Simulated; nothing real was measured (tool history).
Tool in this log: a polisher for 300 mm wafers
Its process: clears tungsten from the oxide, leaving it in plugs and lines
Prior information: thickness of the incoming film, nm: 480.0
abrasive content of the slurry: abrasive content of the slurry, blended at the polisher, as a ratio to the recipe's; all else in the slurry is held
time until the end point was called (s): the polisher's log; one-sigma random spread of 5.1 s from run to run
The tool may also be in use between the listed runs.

| run | hour | flow of slurry (ml/min) | pressure of the wafer on the pad (kPa) | speed of the pad under the wafer (cm/s) | abrasive content of the slurry | overpolish time after the end point (s) | time until the end point was called (s) |
|---|---|---|---|---|---|---|---|
| 1 | 0 | 180 | 21.4 | 102 | 1 | 49 | 126.15 |
| 2 | 8.2 | 180 | 21.4 | 92 | 1 | 49 | 138.94 |
| 3 | 11 | 180 | 21.4 | 92 | 0.85 | 49 | 138.98 |
| 4 | 12.5 | 150 | 21.4 | 92 | 0.85 | 49 | 142.15 |
| 5 | 20.1 | 150 | 21.4 | 92 | 0.85 | 49 | 146 |
| 6 | 25 | 145 | 18.6 | 86 | 0.85 | 49 | 171.46 |
| 7 | 31 | 145 | 16.5 | 80 | 0.85 | 49 | 195.15 |
| 8 | 33.3 | 145 | 14.5 | 74 | 0.85 | 49 | 240.28 |

Run 9 has not been measured yet. What should we expect?
| 9 | 39.9 | 145 | 9.7 | 72 | 0.85 | 49 | ? |

Run 9 produced time until the end point was called (s) 358.53.
